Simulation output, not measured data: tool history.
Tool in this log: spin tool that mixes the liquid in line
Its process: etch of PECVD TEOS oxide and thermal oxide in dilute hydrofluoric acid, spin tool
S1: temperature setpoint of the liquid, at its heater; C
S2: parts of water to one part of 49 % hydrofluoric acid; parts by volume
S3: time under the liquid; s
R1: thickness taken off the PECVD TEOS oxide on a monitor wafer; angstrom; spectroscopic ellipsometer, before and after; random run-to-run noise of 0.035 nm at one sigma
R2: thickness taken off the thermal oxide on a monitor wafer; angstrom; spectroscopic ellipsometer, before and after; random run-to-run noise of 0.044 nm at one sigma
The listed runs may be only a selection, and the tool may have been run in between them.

{"run": 1, "hour": 0.0, "S1": 24.0, "S2": 275, "S3": 180, "R1": 44.115, "R2": 23.877}
{"run": 2, "hour": 6.3, "S1": 25.5, "S2": 275, "S3": 180, "R1": 46.374, "R2": 25.58}
{"run": 3, "hour": 8.6, "S1": 25.5, "S2": 275, "S3": 255, "R1": 64.822, "R2": 36.076}
{"run": 4, "hour": 15.9, "S1": 25.5, "S2": 275, "S3": 320, "R1": 81.236, "R2": 45.627}
{"run": 5, "hour": 16.9, "S1": 23.0, "S2": 285, "S3": 320, "R1": 71.969, "R2": 41.032}
{"run": 6, "hour": 25.0, "S1": 25.0, "S2": 285, "S3": 320, "R1": 77.632, "R2": 42.372}
{"run": 7, "hour": 32.3, "S1": 23.0, "S2": 295, "S3": 320, "R1": 68.068, "R2": 38.958}

The next listed run, before its measurement:
{"run": 8, "hour": 38.9, "S1": 22.0, "S2": 305, "S3": 320, "R1": "?", "R2": "?"}

{"run 8": {"R1": 63.678, "R2": 36.099}}
